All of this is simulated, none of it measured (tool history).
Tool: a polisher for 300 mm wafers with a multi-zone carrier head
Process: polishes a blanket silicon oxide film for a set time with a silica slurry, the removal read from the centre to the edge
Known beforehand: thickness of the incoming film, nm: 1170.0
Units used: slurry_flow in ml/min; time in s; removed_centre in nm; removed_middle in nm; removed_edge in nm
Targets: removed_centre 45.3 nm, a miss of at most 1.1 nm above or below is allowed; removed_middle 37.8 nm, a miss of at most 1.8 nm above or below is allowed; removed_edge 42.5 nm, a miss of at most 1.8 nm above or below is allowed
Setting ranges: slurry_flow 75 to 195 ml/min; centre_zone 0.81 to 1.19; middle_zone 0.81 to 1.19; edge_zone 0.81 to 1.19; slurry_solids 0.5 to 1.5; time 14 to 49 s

{"run": 1, "hour": 0.0, "slurry_flow": 125, "centre_zone": 1, "middle_zone": 1, "edge_zone": 1, "slurry_solids": 1, "time": 31, "removed_centre": 90.111, "removed_middle": 93.659, "removed_edge": 89.721}
{"run": 2, "hour": 8.2, "slurry_flow": 125, "centre_zone": 1, "middle_zone": 1, "edge_zone": 1, "slurry_solids": 1, "time": 25, "removed_centre": 72.943, "removed_middle": 74.963, "removed_edge": 72.758}
{"run": 3, "hour": 13.9, "slurry_flow": 120, "centre_zone": 1.01, "middle_zone": 0.94, "edge_zone": 0.97, "slurry_solids": 0.85, "time": 23, "removed_centre": 58.752, "removed_middle": 57.404, "removed_edge": 58.482}
{"run": 4, "hour": 17.5, "slurry_flow": 120, "centre_zone": 0.97, "middle_zone": 0.94, "edge_zone": 0.97, "slurry_solids": 0.85, "time": 23, "removed_centre": 57.336, "removed_middle": 56.445, "removed_edge": 58.3}
{"run": 5, "hour": 26.1, "slurry_flow": 115, "centre_zone": 0.99, "middle_zone": 0.9, "edge_zone": 0.93, "slurry_solids": 0.75, "time": 23, "removed_centre": 51.314, "removed_middle": 47.635, "removed_edge": 50.945}
{"run": 6, "hour": 29.1, "slurry_flow": 105, "centre_zone": 0.99, "middle_zone": 0.9, "edge_zone": 0.93, "slurry_solids": 0.75, "time": 23, "removed_centre": 49.441, "removed_middle": 46.487, "removed_edge": 48.756}
{"run": 7, "hour": 35.8, "slurry_flow": 95, "centre_zone": 1.01, "middle_zone": 0.87, "edge_zone": 0.92, "slurry_solids": 0.75, "time": 23, "removed_centre": 48.516, "removed_middle": 43.521, "removed_edge": 48.345}
{"run": 8, "hour": 39.8, "slurry_flow": 90, "centre_zone": 1.02, "middle_zone": 0.86, "edge_zone": 0.88, "slurry_solids": 0.75, "time": 23, "removed_centre": 48.057, "removed_middle": 42.957, "removed_edge": 47.653}

Of the 5 settings listed for the next run, only one would bring every result within its allowed miss of target. Which one?
{"run": "A", "hour": 43.8, "slurry_flow": 100, "centre_zone": 1.08, "middle_zone": 0.85, "edge_zone": 0.94, "slurry_solids": 0.65, "time": 23, "removed_centre": "?", "removed_middle": "?", "removed_edge": "?"}
{"run": "B", "hour": 43.8, "slurry_flow": 75, "centre_zone": 0.94, "middle_zone": 0.97, "edge_zone": 0.84, "slurry_solids": 0.65, "time": 34, "removed_centre": "?", "removed_middle": "?", "removed_edge": "?"}
{"run": "C", "hour": 43.8, "slurry_flow": 105, "centre_zone": 1.15, "middle_zone": 0.87, "edge_zone": 0.82, "slurry_solids": 0.65, "time": 24, "removed_centre": "?", "removed_middle": "?", "removed_edge": "?"}
{"run": "D", "hour": 43.8, "slurry_flow": 125, "centre_zone": 1.03, "middle_zone": 1.19, "edge_zone": 0.81, "slurry_solids": 0.7, "time": 21, "removed_centre": "?", "removed_middle": "?", "removed_edge": "?"}
{"run": "E", "hour": 43.8, "slurry_flow": 80, "centre_zone": 1.04, "middle_zone": 1.04, "edge_zone": 0.87, "slurry_solids": 0.75, "time": 25, "removed_centre": "?", "removed_middle": "?", "removed_edge": "?"}

move=A removed_centre=44.495 removed_middle=38.054 removed_edge=42.605
move=B removed_centre=50.282 removed_middle=56.235 removed_edge=55.826
move=C removed_centre=50.346 removed_middle=41.091 removed_edge=42.43
move=D removed_centre=45.717 removed_middle=53.885 removed_edge=41.645
move=E removed_centre=49.993 removed_middle=53.23 removed_edge=50
A: each result inside its tolerance
B: its largest miss is bigger than the last run's
C: its largest miss is bigger than the last run's
D: its largest miss is bigger than the last run's
E: its largest miss is bigger than the last run's
A is the move that brings every result within its allowed miss.
